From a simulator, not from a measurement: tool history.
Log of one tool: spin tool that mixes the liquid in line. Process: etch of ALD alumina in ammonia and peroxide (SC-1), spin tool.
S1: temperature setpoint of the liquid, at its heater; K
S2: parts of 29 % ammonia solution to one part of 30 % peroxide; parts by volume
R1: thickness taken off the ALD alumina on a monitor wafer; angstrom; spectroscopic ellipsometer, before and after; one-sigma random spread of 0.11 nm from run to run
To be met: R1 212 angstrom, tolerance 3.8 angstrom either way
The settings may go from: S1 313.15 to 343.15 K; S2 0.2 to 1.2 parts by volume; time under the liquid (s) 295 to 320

run 1 hour=0 | S1=329.15 S2=0.85 time_under_the_liquid_(s)=295 | R1=226.62
run 2 hour=2.7 | S1=329.15 S2=0.85 time_under_the_liquid_(s)=320 | R1=249.91
run 3 hour=4 | S1=328.65 S2=0.85 time_under_the_liquid_(s)=320 | R1=240.1
run 4 hour=13 | S1=331.65 S2=0.85 time_under_the_liquid_(s)=320 | R1=284.56
run 5 hour=21.9 | S1=331.65 S2=1 time_under_the_liquid_(s)=320 | R1=288.93
run 6 hour=24.2 | S1=331.65 S2=1 time_under_the_liquid_(s)=320 | R1=287.77
run 7 hour=31.2 | S1=330.65 S2=1 time_under_the_liquid_(s)=320 | R1=273.68
run 8 hour=37.7 | S1=329.65 S2=1 time_under_the_liquid_(s)=320 | R1=260.23
run 9 hour=45.3 | S1=325.15 S2=1 time_under_the_liquid_(s)=320 | R1=204.51

Which single option among these 4 for the next run brings every result within its allowed miss of target? Just one does.
run A hour=52.9 | S1=325.15 S2=1 time_under_the_liquid_(s)=315 | R1=?
run B hour=52.9 | S1=324.65 S2=1.05 time_under_the_liquid_(s)=320 | R1=?
run C hour=52.9 | S1=325.65 S2=1.05 time_under_the_liquid_(s)=320 | R1=?
run D hour=52.9 | S1=325.15 S2=0.95 time_under_the_liquid_(s)=320 | R1=?

move=A R1=198.81
move=B R1=197.47
move=C R1=208.47
move=D R1=200.98
A: lands further from the targets than the last run did
B: lands further from the targets than the last run did
C: each result inside its tolerance
D: lands further from the targets than the last run did
C is the move that brings every result within its allowed miss.
